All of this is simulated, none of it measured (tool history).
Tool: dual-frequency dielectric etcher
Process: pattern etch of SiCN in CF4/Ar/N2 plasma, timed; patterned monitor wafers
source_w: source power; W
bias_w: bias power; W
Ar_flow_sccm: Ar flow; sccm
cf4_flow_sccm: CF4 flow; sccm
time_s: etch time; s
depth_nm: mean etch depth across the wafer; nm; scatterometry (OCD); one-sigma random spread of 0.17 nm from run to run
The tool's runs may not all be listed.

run	day	source_w	bias_w	Ar_flow_sccm	cf4_flow_sccm	time_s	depth_nm
1	0.000	370	71	139	66	110.5	72.112
2	0.367	370	71	139	66	110.5	72.226
3	0.425	370	71	114	66	110.5	74.059
4	0.488	340	70	114	66	110.5	67.345
5	0.621	320	70	114	66	110.5	63.059
6	0.988	320	70	114	55	110.5	62.186
7	1.029	320	70	114	55	110.5	62.511
8	1.396	250	69	114	55	110.5	47.041
9	1.483	260	69	114	55	110.5	48.912

Run 10 has not been measured yet. What should we expect?
10	1.642	270	69	114	55	110.5	?

Run 10 produced depth_nm 51.240 nm.
